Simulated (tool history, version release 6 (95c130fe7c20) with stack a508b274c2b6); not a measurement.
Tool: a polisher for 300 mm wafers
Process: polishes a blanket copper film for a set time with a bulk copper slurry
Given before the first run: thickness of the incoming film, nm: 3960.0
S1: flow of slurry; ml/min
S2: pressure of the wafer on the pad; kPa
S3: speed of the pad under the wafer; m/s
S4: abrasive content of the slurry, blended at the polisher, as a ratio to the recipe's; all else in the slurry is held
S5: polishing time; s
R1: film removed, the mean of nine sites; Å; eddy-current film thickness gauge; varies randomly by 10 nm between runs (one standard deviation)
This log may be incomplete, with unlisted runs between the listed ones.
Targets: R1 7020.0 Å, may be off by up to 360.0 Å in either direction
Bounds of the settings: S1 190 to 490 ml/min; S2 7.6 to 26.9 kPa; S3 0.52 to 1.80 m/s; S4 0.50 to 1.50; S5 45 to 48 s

run	hour	S1	S2	S3	S4	S5	R1
1	0.0	315	17.2	1.16	1.00	45	3740.7
2	2.5	315	21.4	1.16	1.00	45	4582.6
3	10.3	315	21.4	1.16	1.00	48	5004.7
4	18.8	315	23.4	1.20	1.00	48	5600.0
5	21.0	315	24.8	1.24	1.00	48	5851.8
6	25.6	315	25.5	1.30	1.00	48	6368.9
7	26.6	315	26.2	1.32	1.00	48	6610.4
8	30.9	315	26.2	1.32	1.00	48	6731.4

Consider the 5 candidate settings below. Which is the only one whose results all fall within their allowed miss of target?
A	35.2	285	24.8	1.40	1.10	47	?
B	35.2	310	23.4	1.46	1.10	47	?
C	35.2	310	26.9	1.38	0.95	48	?
D	35.2	240	17.9	1.72	1.45	48	?
E	35.2	345	26.2	1.44	0.75	45	?

move	R1
A	6502.2
B	6461.6
C	6965.1
D	6103.2
E	6478.2
A: lands further from the targets than the last run did
B: lands further from the targets than the last run did
C: in spec on every target
D: lands further from the targets than the last run did
E: lands further from the targets than the last run did
So the answer is move C, the one that meets all the targets.

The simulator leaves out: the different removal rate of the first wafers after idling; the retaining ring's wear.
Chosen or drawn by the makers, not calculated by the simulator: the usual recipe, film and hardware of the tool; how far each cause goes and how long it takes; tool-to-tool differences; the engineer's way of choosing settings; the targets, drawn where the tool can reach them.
